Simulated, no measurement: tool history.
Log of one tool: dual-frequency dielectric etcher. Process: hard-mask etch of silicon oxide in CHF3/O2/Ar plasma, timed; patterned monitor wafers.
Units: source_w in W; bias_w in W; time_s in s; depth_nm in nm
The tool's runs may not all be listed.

run  hour  source_w  bias_w  time_s  depth_nm
  1     0       830     197    32.5    71.873
  2   3.5       940     197    32.5    74.048
  3   7.6      1090     197    32.5     77.46
  4  12.8      1090     198    32.5    77.397
  5  18.3      1090     199    32.5    78.205
  6    26      1090     200    32.5    77.404
  7  31.6      1090     202    32.5    77.334

Run 8 comes next. What will it give?
  8  38.4      1090     203    32.5         ?

depth_nm: 78.009 nm
